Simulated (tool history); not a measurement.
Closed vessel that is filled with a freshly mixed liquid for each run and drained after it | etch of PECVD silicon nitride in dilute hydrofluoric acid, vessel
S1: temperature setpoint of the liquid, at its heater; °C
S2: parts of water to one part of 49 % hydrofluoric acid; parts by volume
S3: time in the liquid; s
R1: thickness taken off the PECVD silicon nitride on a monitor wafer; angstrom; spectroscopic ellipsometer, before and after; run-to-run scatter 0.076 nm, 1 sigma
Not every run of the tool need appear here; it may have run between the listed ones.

run,hour,S1,S2,S3,R1
1,0.0,24.0,120,2895,417.46
2,3.7,24.0,80,2895,625.33
3,10.8,24.0,65,2895,767.14
4,16.0,24.0,95,2895,526.05
5,20.1,25.5,95,2895,580.38
6,20.8,24.0,105,2895,475.23
7,28.7,23.0,110,2895,424.04
8,32.9,22.0,115,2895,381.13
9,38.8,21.0,120,2895,343.10
10,43.1,20.5,125,2895,317.96

Estimate the outcome of run 11 from the log above:
11,51.5,20.0,130,2895,?

R1: 296.66 angstrom
